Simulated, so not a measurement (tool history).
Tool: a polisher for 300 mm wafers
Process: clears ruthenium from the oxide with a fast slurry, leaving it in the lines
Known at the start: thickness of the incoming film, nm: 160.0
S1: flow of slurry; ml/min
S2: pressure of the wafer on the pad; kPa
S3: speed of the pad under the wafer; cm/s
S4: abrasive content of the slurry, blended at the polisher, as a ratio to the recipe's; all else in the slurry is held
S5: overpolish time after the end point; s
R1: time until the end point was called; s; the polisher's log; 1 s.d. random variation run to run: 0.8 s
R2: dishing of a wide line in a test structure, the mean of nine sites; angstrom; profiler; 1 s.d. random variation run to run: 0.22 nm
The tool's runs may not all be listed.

run,hour,S1,S2,S3,S4,S5,R1,R2
1,0.0,155,13.8,88,1.0,8,74.282,152.69
2,6.6,155,13.8,96,1.0,8,68.057,163.33
3,7.3,145,12.4,96,1.0,9,76.803,165.63
4,11.8,135,11.7,96,1.0,10,82.287,168.36
5,14.8,125,11.7,96,1.0,11,84.911,181.09
6,17.9,115,11.7,96,1.0,11,86.161,176.76

The next listed run, before its measurement:
7,26.7,115,11.7,96,1.0,11,?,?

{"run 7": {"R1": 84.719, "R2": 177.43}}
